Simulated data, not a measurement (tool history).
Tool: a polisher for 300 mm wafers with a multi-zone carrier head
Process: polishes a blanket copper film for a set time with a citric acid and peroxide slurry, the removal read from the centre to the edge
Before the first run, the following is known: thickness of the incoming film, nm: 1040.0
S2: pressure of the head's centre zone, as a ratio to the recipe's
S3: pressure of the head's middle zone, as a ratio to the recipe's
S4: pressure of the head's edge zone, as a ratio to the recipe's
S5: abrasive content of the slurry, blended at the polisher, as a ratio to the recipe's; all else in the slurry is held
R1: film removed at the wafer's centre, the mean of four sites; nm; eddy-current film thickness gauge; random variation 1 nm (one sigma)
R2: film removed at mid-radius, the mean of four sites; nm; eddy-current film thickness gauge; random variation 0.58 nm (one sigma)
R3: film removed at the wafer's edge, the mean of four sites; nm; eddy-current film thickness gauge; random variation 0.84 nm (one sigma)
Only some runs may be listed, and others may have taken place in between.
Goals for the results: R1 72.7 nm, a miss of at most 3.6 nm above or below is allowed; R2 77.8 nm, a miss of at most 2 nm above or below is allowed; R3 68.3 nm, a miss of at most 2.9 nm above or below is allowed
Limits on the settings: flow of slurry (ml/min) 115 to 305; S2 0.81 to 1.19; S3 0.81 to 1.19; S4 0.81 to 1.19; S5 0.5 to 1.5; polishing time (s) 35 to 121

Run 1, hour 0: flow of slurry (ml/min) 195, S2 1, S3 1, S4 1, S5 1, polishing time (s) 78. Result: R1 94.131 nm, R2 96.839 nm, R3 99.262 nm.
Run 2, hour 5.3: flow of slurry (ml/min) 195, S2 1.06, S3 1, S4 1, S5 1, polishing time (s) 78. Result: R1 100.43 nm, R2 97.04 nm, R3 98.786 nm.
Run 3, hour 7.2: flow of slurry (ml/min) 195, S2 1.06, S3 1, S4 1, S5 1, polishing time (s) 95. Result: R1 124.28 nm, R2 119.42 nm, R3 118.1 nm.
Run 4, hour 8.3: flow of slurry (ml/min) 195, S2 1.06, S3 1.08, S4 1, S5 1, polishing time (s) 95. Result: R1 122.37 nm, R2 127.39 nm, R3 118.94 nm.
Run 5, hour 9.2: flow of slurry (ml/min) 195, S2 1.06, S3 1.08, S4 0.92, S5 1, polishing time (s) 95. Result: R1 123.15 nm, R2 128.99 nm, R3 115.12 nm.
Run 6, hour 16.6: flow of slurry (ml/min) 195, S2 1.06, S3 1.08, S4 0.92, S5 1.1, polishing time (s) 95. Result: R1 128.74 nm, R2 130.99 nm, R3 119.9 nm.
Run 7, hour 23.9: flow of slurry (ml/min) 190, S2 1.06, S3 1.06, S4 0.91, S5 0.95, polishing time (s) 89. Result: R1 115.51 nm, R2 117.26 nm, R3 106.52 nm.
Run 8, hour 31.4: flow of slurry (ml/min) 190, S2 1.05, S3 1.06, S4 0.9, S5 0.85, polishing time (s) 83. Result: R1 104.86 nm, R2 106.54 nm, R3 94.858 nm.
Run 9, hour 39: flow of slurry (ml/min) 185, S2 1.03, S3 1.05, S4 0.89, S5 0.75, polishing time (s) 79. Result: R1 92.77 nm, R2 97.311 nm, R3 88.688 nm.
Run 10, hour 40: flow of slurry (ml/min) 185, S2 1.03, S3 1.05, S4 0.88, S5 0.7, polishing time (s) 76. Result: R1 89.591 nm, R2 92.931 nm, R3 83.941 nm.
Run 11, hour 48.9: flow of slurry (ml/min) 185, S2 1.02, S3 1.05, S4 0.87, S5 0.65, polishing time (s) 74. Result: R1 85.047 nm, R2 89.203 nm, R3 81.116 nm.
Run 12, hour 50.4: flow of slurry (ml/min) 180, S2 1.02, S3 1.05, S4 0.86, S5 0.6, polishing time (s) 72. Result: R1 81.723 nm, R2 84.946 nm, R3 78.445 nm.
Run 13, hour 56: flow of slurry (ml/min) 185, S2 1.02, S3 1.11, S4 0.81, S5 0.5, polishing time (s) 62. Result: R1 69.783 nm, R2 73.995 nm, R3 62.775 nm.
Run 14, hour 64: flow of slurry (ml/min) 190, S2 1.02, S3 1.11, S4 0.83, S5 0.5, polishing time (s) 62. Result: R1 69.699 nm, R2 74.681 nm, R3 63.82 nm.
Run 15, hour 71.8: flow of slurry (ml/min) 190, S2 1.02, S3 1.11, S4 0.83, S5 0.5, polishing time (s) 62. Result: R1 69.905 nm, R2 75.058 nm, R3 63.525 nm.

Pick the move, out of 4, that brings all results within their allowed miss; only one does.
Run A, hour 79.6: flow of slurry (ml/min) 150, S2 1.16, S3 1.06, S4 0.81, S5 0.8, polishing time (s) 64. Result: R1 ?, R2 ?, R3 ?.
Run B, hour 79.6: flow of slurry (ml/min) 165, S2 1.01, S3 1.07, S4 0.82, S5 0.5, polishing time (s) 68. Result: R1 ?, R2 ?, R3 ?.
Run C, hour 79.6: flow of slurry (ml/min) 180, S2 0.99, S3 1.19, S4 0.83, S5 0.55, polishing time (s) 60. Result: R1 ?, R2 ?, R3 ?.
Run D, hour 79.6: flow of slurry (ml/min) 200, S2 1.08, S3 1.04, S4 0.82, S5 0.55, polishing time (s) 62. Result: R1 ?, R2 ?, R3 ?.

move      R1      R2      R3
   A  82.303  77.249  67.342
   B  72.899  77.073   66.72
   C   65.23  76.614  60.569
   D  73.255  71.423   62.98
A: brings the last run's worst result on target, with another outside its allowed miss
B: in spec on every target
C: moves away from the targets compared with the last run
D: moves away from the targets compared with the last run
Move B is the one to make.

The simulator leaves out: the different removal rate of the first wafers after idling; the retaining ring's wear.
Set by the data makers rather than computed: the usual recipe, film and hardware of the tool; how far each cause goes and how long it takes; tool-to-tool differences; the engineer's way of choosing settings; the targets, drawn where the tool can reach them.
